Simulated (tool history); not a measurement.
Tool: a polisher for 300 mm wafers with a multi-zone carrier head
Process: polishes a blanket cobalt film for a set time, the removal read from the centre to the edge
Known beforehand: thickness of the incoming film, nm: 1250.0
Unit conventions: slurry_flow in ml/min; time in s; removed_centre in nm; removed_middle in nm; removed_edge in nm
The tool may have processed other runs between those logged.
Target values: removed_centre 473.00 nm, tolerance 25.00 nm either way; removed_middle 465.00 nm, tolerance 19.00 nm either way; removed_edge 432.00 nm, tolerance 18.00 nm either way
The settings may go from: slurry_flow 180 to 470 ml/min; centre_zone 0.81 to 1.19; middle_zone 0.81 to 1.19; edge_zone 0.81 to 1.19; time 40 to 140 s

run 1 hour=0.0 | slurry_flow=300 centre_zone=1.00 middle_zone=1.00 edge_zone=1.00 time=90 | removed_centre=343.99 removed_middle=337.73 removed_edge=338.24
run 2 hour=6.9 | slurry_flow=300 centre_zone=1.00 middle_zone=1.00 edge_zone=1.00 time=109 | removed_centre=406.29 removed_middle=422.58 removed_edge=406.31
run 3 hour=15.7 | slurry_flow=300 centre_zone=1.00 middle_zone=0.94 edge_zone=1.00 time=109 | removed_centre=402.42 removed_middle=396.66 removed_edge=410.20
run 4 hour=22.2 | slurry_flow=300 centre_zone=1.05 middle_zone=0.94 edge_zone=1.00 time=109 | removed_centre=429.49 removed_middle=389.02 removed_edge=410.48
run 5 hour=26.5 | slurry_flow=305 centre_zone=1.06 middle_zone=0.98 edge_zone=1.00 time=111 | removed_centre=431.07 removed_middle=416.15 removed_edge=419.95
run 6 hour=29.4 | slurry_flow=305 centre_zone=1.06 middle_zone=0.98 edge_zone=0.92 time=111 | removed_centre=429.65 removed_middle=412.35 removed_edge=408.45
run 7 hour=32.5 | slurry_flow=310 centre_zone=1.08 middle_zone=1.00 edge_zone=0.93 time=112 | removed_centre=434.10 removed_middle=425.33 removed_edge=400.88
run 8 hour=37.0 | slurry_flow=310 centre_zone=1.08 middle_zone=1.00 edge_zone=0.93 time=112 | removed_centre=455.20 removed_middle=422.66 removed_edge=410.45
run 9 hour=39.6 | slurry_flow=310 centre_zone=1.08 middle_zone=1.00 edge_zone=0.93 time=112 | removed_centre=438.65 removed_middle=428.77 removed_edge=418.45

Which one of the following 5 next-run settings gets every result inside its allowed miss? There is exactly one.
run A hour=42.2 | slurry_flow=280 centre_zone=1.16 middle_zone=1.01 edge_zone=0.98 time=132 | removed_centre=? removed_middle=? removed_edge=?
run B hour=42.2 | slurry_flow=400 centre_zone=1.09 middle_zone=0.84 edge_zone=0.99 time=127 | removed_centre=? removed_middle=? removed_edge=?
run C hour=42.2 | slurry_flow=400 centre_zone=1.12 middle_zone=0.90 edge_zone=0.96 time=130 | removed_centre=? removed_middle=? removed_edge=?
run D hour=42.2 | slurry_flow=470 centre_zone=1.05 middle_zone=1.00 edge_zone=0.87 time=118 | removed_centre=? removed_middle=? removed_edge=?
run E hour=42.2 | slurry_flow=315 centre_zone=1.08 middle_zone=0.91 edge_zone=0.97 time=131 | removed_centre=? removed_middle=? removed_edge=?

move=A removed_centre=558.48 removed_middle=506.18 removed_edge=487.02
move=B removed_centre=527.43 removed_middle=432.14 removed_edge=484.12
move=C removed_centre=553.13 removed_middle=468.21 removed_edge=488.46
move=D removed_centre=480.78 removed_middle=469.64 removed_edge=428.27
move=E removed_centre=527.55 removed_middle=466.35 removed_edge=486.47
A: takes the result that was furthest off past its target
B: the biggest miss grows against the last run
C: the worst result of the last run now meets its target, but another is out of spec
D: every result lands within tolerance
E: the worst result of the last run now meets its target, but another is out of spec
The move that meets every target is D.
